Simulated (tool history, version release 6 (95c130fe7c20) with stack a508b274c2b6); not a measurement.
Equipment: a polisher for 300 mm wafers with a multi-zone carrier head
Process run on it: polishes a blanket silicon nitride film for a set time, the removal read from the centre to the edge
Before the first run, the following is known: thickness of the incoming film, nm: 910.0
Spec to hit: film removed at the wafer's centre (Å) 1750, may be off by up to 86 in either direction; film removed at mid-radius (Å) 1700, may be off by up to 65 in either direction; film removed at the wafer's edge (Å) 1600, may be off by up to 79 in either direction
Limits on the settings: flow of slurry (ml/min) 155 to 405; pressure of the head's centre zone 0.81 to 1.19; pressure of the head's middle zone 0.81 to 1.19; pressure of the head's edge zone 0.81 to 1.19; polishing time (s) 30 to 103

| run | hour | flow of slurry (ml/min) | pressure of the head's centre zone | pressure of the head's middle zone | pressure of the head's edge zone | polishing time (s) | film removed at the wafer's centre (Å) | film removed at mid-radius (Å) | film removed at the wafer's edge (Å) |
|---|---|---|---|---|---|---|---|---|---|
| 1 | 0 | 260 | 1 | 1 | 1 | 66 | 1210.8 | 1160.4 | 1236.1 |
| 2 | 3.7 | 270 | 1.03 | 1.05 | 1.01 | 71 | 1331.9 | 1328 | 1309.3 |
| 3 | 8.9 | 270 | 0.99 | 1.05 | 1.01 | 71 | 1328.5 | 1312.2 | 1342.6 |
| 4 | 11.7 | 270 | 0.99 | 1.1 | 1.01 | 71 | 1295 | 1363.1 | 1336 |
| 5 | 12.3 | 280 | 1.02 | 1.09 | 1.02 | 75 | 1378.3 | 1467.6 | 1433.1 |
| 6 | 18.1 | 275 | 1.05 | 1.07 | 0.99 | 79 | 1538.6 | 1520.9 | 1494.5 |
| 7 | 25.9 | 280 | 1.07 | 1.08 | 0.99 | 81 | 1625.2 | 1553.2 | 1497.8 |
| 8 | 31.7 | 285 | 1.08 | 1.09 | 1 | 82 | 1649.2 | 1607 | 1504.1 |

5 next moves are on the table. One of them brings every result within its allowed miss. Which?
| A | 37.5 | 225 | 1.02 | 0.99 | 0.95 | 89 | ? | ? | ? |
| B | 37.5 | 250 | 1.02 | 1.09 | 0.95 | 85 | ? | ? | ? |
| C | 37.5 | 270 | 1.02 | 0.88 | 0.99 | 92 | ? | ? | ? |
| D | 37.5 | 225 | 1.02 | 1.03 | 1.16 | 80 | ? | ? | ? |
| E | 37.5 | 345 | 1.16 | 1.15 | 1.08 | 81 | ? | ? | ? |

| move | film removed at the wafer's centre (Å) | film removed at mid-radius (Å) | film removed at the wafer's edge (Å) |
|---|---|---|---|
| A | 1645 | 1568.1 | 1605 |
| B | 1593.2 | 1644.6 | 1544.5 |
| C | 1737.3 | 1498.6 | 1720.1 |
| D | 1479 | 1457.1 | 1591.7 |
| E | 1788.2 | 1690 | 1601.9 |
A: its largest miss is bigger than the last run's
B: puts the biggest miss on target and leaves a different result outside tolerance
C: its largest miss is bigger than the last run's
D: its largest miss is bigger than the last run's
E: every result lands within tolerance
E is the move that brings every result within its allowed miss.

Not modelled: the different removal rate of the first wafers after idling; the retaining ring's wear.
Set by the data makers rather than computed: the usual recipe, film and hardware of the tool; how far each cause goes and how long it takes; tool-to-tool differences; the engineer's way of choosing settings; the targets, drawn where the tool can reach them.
